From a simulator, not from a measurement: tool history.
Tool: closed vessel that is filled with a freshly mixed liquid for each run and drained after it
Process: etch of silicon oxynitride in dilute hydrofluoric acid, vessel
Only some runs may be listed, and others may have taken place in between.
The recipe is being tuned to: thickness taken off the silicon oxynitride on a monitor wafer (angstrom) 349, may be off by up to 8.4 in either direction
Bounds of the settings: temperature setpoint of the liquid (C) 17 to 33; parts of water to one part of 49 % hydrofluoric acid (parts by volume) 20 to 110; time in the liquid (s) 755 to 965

run,hour,temperature setpoint of the liquid (C),parts of water to one part of 49 % hydrofluoric acid (parts by volume),time in the liquid (s),thickness taken off the silicon oxynitride on a monitor wafer (angstrom)
1,0,25,60,965,291.64
2,4.3,23,60,965,266.73
3,13.7,23,60,755,208.27
4,22,24.5,60,755,222.8
5,30,26,60,755,239.98
6,37.6,28.5,60,755,272.93
7,39.7,29.5,60,755,283.22
8,48.7,29.5,60,755,281.39
9,56.9,30,60,755,287.4
10,61.2,30,60,755,291.55
11,62.8,30.5,60,755,297.96
12,67.3,31,60,755,304.28
13,68.8,31.5,60,755,310.29
14,73.3,32,60,755,319.25
15,77.2,32.5,60,755,322.95
16,84.2,33,60,755,334.78
17,85.6,33,60,825,359.9

Below are 4 possible settings for the next run. Only one of them brings all results inside the allowed miss of their targets. Which is it?
A,87,33,75,965,?
B,87,32.5,60,890,?
C,87,33,65,870,?
D,87,30.5,55,755,?

move,thickness taken off the silicon oxynitride on a monitor wafer (angstrom)
A,333.37
B,382.3
C,350.81
D,324.64
A: pushes the last run's worst result past its target
B: its largest miss is bigger than the last run's
C: every result within its allowed miss
D: pushes the last run's worst result past its target
C meets every target.
